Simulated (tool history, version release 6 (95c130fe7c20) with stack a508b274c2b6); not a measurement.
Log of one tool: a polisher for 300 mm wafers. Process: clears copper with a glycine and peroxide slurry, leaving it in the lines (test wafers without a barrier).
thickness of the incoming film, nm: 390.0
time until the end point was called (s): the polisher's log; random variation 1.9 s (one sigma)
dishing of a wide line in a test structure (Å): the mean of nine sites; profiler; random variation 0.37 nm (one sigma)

| run | hour | flow of slurry (ml/min) | pressure of the wafer on the pad (kPa) | speed of the pad under the wafer (m/s) | overpolish time after the end point (s) | time until the end point was called (s) | dishing of a wide line in a test structure (Å) |
|---|---|---|---|---|---|---|---|
| 1 | 0 | 315 | 13.8 | 1.28 | 19 | 90.964 | 498.81 |
| 2 | 3 | 315 | 13.1 | 1.28 | 18 | 92.417 | 460.16 |
| 3 | 11.1 | 285 | 13.1 | 1.28 | 18 | 93.334 | 453.72 |
| 4 | 12.9 | 285 | 10.3 | 1.28 | 18 | 109.39 | 395.74 |
| 5 | 18.6 | 285 | 13.1 | 1.28 | 18 | 93.422 | 463.64 |
| 6 | 25.1 | 285 | 12.4 | 1.28 | 17 | 100.11 | 421.93 |
| 7 | 30.3 | 295 | 11.7 | 1.28 | 16 | 100.17 | 383.53 |
| 8 | 35.6 | 295 | 11 | 1.28 | 16 | 103.62 | 370.55 |
| 9 | 43.2 | 295 | 10.3 | 1.28 | 16 | 109.14 | 357.41 |

Run 10 comes next. What will it give?
| 10 | 45.9 | 295 | 8.3 | 1.28 | 13 | ? | ? |

{"run 10": {"time until the end point was called (s)": 124.37, "dishing of a wide line in a test structure (Å)": 257.32}}
